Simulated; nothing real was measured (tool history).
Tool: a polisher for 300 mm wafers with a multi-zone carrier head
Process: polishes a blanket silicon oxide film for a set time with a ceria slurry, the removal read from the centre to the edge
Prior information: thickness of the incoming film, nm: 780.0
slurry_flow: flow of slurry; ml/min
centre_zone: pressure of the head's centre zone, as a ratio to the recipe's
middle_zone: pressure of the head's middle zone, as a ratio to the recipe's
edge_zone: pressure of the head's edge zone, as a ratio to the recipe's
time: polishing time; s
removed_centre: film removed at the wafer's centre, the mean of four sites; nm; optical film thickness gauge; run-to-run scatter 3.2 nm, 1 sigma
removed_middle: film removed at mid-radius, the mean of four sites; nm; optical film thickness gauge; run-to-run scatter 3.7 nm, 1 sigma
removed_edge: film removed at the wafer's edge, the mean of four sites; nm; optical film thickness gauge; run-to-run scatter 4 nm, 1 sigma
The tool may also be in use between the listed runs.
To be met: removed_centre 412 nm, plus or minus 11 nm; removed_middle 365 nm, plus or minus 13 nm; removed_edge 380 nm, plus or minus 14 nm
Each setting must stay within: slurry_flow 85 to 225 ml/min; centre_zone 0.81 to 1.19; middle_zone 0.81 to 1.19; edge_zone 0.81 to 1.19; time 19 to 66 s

run	day	slurry_flow	centre_zone	middle_zone	edge_zone	time	removed_centre	removed_middle	removed_edge
1	0	145	1	1	1	42	291.74	294.44	284.58
2	0.021	160	1	1	1	42	295.82	302.56	284.5
3	0.088	155	1.03	1	1.03	44	318.02	312.21	308.29
4	0.258	185	1.03	1	1.03	44	322.89	324.12	307.88
5	0.446	200	1.03	1	1.03	44	332.82	325.65	305.56
6	0.771	200	1.1	1	1.03	44	349.28	322.54	308.11
7	0.996	195	1.11	1	1.06	45	358.35	332.83	324.85
8	1.029	210	1.19	1	1.16	47	407.53	346.86	343.08
9	1.138	205	1.17	0.99	1.17	48	410.48	352.22	348.46
10	1.458	205	1.17	0.99	1.17	48	408.27	354.43	356.88

Which single option among these 4 for the next run brings every result within its allowed miss of target? Just one does.
A	1.779	190	1.1	0.93	1.15	52	?	?	?
B	1.779	225	1.18	1.12	1.1	46	?	?	?
C	1.779	215	1.14	0.91	1.15	48	?	?	?
D	1.779	170	1.19	0.96	1.11	48	?	?	?

move	removed_centre	removed_middle	removed_edge
A	409.08	371.32	377.17
B	396.85	374.34	332.68
C	397.86	344.24	352.54
D	399.4	343.14	339.06
A: all results land within tolerance of their targets
B: moves away from the targets compared with the last run
C: moves away from the targets compared with the last run
D: moves away from the targets compared with the last run
Answer: A

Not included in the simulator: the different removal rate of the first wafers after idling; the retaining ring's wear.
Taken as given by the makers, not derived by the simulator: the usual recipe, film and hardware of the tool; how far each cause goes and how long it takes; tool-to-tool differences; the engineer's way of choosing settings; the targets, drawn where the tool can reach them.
